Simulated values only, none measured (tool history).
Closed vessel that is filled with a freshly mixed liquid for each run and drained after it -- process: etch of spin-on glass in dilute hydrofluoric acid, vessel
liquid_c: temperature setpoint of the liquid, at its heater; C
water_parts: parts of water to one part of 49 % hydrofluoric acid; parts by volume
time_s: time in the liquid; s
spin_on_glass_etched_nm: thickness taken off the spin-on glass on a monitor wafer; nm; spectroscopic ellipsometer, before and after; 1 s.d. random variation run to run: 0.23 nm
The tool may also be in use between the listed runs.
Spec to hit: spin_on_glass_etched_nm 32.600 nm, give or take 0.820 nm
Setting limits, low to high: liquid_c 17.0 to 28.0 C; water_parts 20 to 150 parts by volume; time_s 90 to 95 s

Run 1, hour 0.0: liquid_c 20.0 C, water_parts 85 parts by volume, time_s 90 s. Result: spin_on_glass_etched_nm 36.386 nm.
Run 2, hour 5.8: liquid_c 20.0 C, water_parts 85 parts by volume, time_s 90 s. Result: spin_on_glass_etched_nm 36.156 nm.
Run 3, hour 12.6: liquid_c 19.5 C, water_parts 85 parts by volume, time_s 90 s. Result: spin_on_glass_etched_nm 35.437 nm.
Run 4, hour 16.2: liquid_c 19.0 C, water_parts 85 parts by volume, time_s 90 s. Result: spin_on_glass_etched_nm 34.770 nm.
Run 5, hour 18.1: liquid_c 19.0 C, water_parts 85 parts by volume, time_s 95 s. Result: spin_on_glass_etched_nm 36.431 nm.
Run 6, hour 20.2: liquid_c 18.5 C, water_parts 85 parts by volume, time_s 95 s. Result: spin_on_glass_etched_nm 36.374 nm.
Run 7, hour 24.3: liquid_c 18.0 C, water_parts 85 parts by volume, time_s 95 s. Result: spin_on_glass_etched_nm 35.115 nm.
Run 8, hour 32.7: liquid_c 18.0 C, water_parts 85 parts by volume, time_s 95 s. Result: spin_on_glass_etched_nm 34.942 nm.
Run 9, hour 39.0: liquid_c 17.5 C, water_parts 85 parts by volume, time_s 95 s. Result: spin_on_glass_etched_nm 34.337 nm.
Run 10, hour 42.4: liquid_c 17.0 C, water_parts 85 parts by volume, time_s 95 s. Result: spin_on_glass_etched_nm 34.078 nm.
Run 11, hour 46.4: liquid_c 17.0 C, water_parts 90 parts by volume, time_s 95 s. Result: spin_on_glass_etched_nm 31.658 nm.

Exactly one of the 4 candidate moves below puts every result within its allowed miss. Which one?
Run A, hour 50.4: liquid_c 19.0 C, water_parts 95 parts by volume, time_s 95 s. Result: spin_on_glass_etched_nm ?.
Run B, hour 50.4: liquid_c 17.0 C, water_parts 80 parts by volume, time_s 90 s. Result: spin_on_glass_etched_nm ?.
Run C, hour 50.4: liquid_c 19.5 C, water_parts 85 parts by volume, time_s 90 s. Result: spin_on_glass_etched_nm ?.
Run D, hour 50.4: liquid_c 17.5 C, water_parts 85 parts by volume, time_s 95 s. Result: spin_on_glass_etched_nm ?.

move  spin_on_glass_etched_nm
   A                   32.480
   B                   34.138
   C                   35.507
   D                   34.459
A: each result inside its tolerance
B: the result that was furthest off in the last run now lies on the other side of its target
C: the result that was furthest off in the last run now lies on the other side of its target
D: the result that was furthest off in the last run now lies on the other side of its target
The move that meets every target is A.

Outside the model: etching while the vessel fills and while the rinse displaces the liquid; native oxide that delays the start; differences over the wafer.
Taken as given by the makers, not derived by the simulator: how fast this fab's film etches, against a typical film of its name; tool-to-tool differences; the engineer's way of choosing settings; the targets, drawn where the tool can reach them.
